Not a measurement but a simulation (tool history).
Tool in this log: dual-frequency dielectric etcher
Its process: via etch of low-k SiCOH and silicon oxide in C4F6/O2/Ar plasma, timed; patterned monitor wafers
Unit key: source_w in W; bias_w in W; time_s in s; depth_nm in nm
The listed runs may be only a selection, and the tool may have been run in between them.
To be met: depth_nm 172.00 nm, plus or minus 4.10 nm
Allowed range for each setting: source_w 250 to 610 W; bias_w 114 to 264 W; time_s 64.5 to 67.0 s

run 1 hour=0.0 | source_w=430 bias_w=189 time_s=64.5 | depth_nm=150.46
run 2 hour=7.9 | source_w=440 bias_w=191 time_s=64.5 | depth_nm=153.16
run 3 hour=16.3 | source_w=440 bias_w=191 time_s=67.0 | depth_nm=158.93
run 4 hour=17.5 | source_w=450 bias_w=192 time_s=67.0 | depth_nm=160.20
run 5 hour=19.9 | source_w=450 bias_w=163 time_s=67.0 | depth_nm=152.62
run 6 hour=28.7 | source_w=460 bias_w=165 time_s=67.0 | depth_nm=155.42
run 7 hour=34.4 | source_w=470 bias_w=167 time_s=67.0 | depth_nm=157.04
run 8 hour=40.1 | source_w=480 bias_w=168 time_s=67.0 | depth_nm=159.13
run 9 hour=41.8 | source_w=490 bias_w=169 time_s=67.0 | depth_nm=160.31
run 10 hour=44.3 | source_w=500 bias_w=170 time_s=67.0 | depth_nm=162.37
run 11 hour=49.0 | source_w=510 bias_w=171 time_s=67.0 | depth_nm=163.87
run 12 hour=54.4 | source_w=520 bias_w=172 time_s=67.0 | depth_nm=165.57
run 13 hour=56.6 | source_w=520 bias_w=173 time_s=67.0 | depth_nm=164.49
run 14 hour=59.9 | source_w=530 bias_w=174 time_s=67.0 | depth_nm=167.78

Which of these 4 next moves meets every target?
run A hour=63.2 | source_w=530 bias_w=176 time_s=65.0 | depth_nm=?
run B hour=63.2 | source_w=480 bias_w=181 time_s=66.0 | depth_nm=?
run C hour=63.2 | source_w=460 bias_w=182 time_s=67.0 | depth_nm=?
run D hour=63.2 | source_w=540 bias_w=185 time_s=66.5 | depth_nm=?

move=A depth_nm=162.62
move=B depth_nm=159.72
move=C depth_nm=159.53
move=D depth_nm=170.16
A: its largest miss is bigger than the last run's
B: its largest miss is bigger than the last run's
C: its largest miss is bigger than the last run's
D: all results land within tolerance of their targets
D meets every target.
